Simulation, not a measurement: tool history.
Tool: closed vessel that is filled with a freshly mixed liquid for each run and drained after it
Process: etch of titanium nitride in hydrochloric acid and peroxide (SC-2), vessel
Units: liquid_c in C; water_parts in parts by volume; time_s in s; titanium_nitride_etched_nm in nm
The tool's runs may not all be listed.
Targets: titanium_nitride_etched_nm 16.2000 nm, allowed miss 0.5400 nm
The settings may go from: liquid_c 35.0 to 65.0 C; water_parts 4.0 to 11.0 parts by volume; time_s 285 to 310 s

run	day	liquid_c	water_parts	time_s	titanium_nitride_etched_nm
1	0.000	49.0	6.0	285	9.3390
2	0.142	50.0	6.0	285	9.8878
3	0.292	50.0	4.5	285	12.2710
4	0.458	50.5	4.5	285	12.4970
5	0.521	50.5	4.0	285	13.5090
6	0.821	50.5	6.0	285	10.2910
7	1.088	51.5	6.0	285	11.0100
8	1.208	52.5	6.0	285	11.8990
9	1.262	53.0	6.0	285	12.0580
10	1.333	53.5	6.0	285	12.3430
11	1.433	54.0	6.0	285	12.9230
12	1.588	54.5	6.0	285	13.4620
13	1.967	55.0	6.0	285	13.7260
14	2.338	55.5	6.0	285	14.3520

5 next moves are on the table. One of them brings every result within its allowed miss. Which?
A	2.708	58.0	5.5	285	?
B	2.708	55.0	5.5	310	?
C	2.708	59.0	7.0	305	?
D	2.708	50.0	4.0	310	?
E	2.708	57.5	7.5	310	?

move	titanium_nitride_etched_nm
A	18.0850
B	16.1970
C	17.1950
D	14.5260
E	15.0390
A: takes the result that was furthest off past its target
B: meets every target
C: takes the result that was furthest off past its target
D: nearer than the last run, and not there yet
E: nearer than the last run, and not there yet
Answer: B
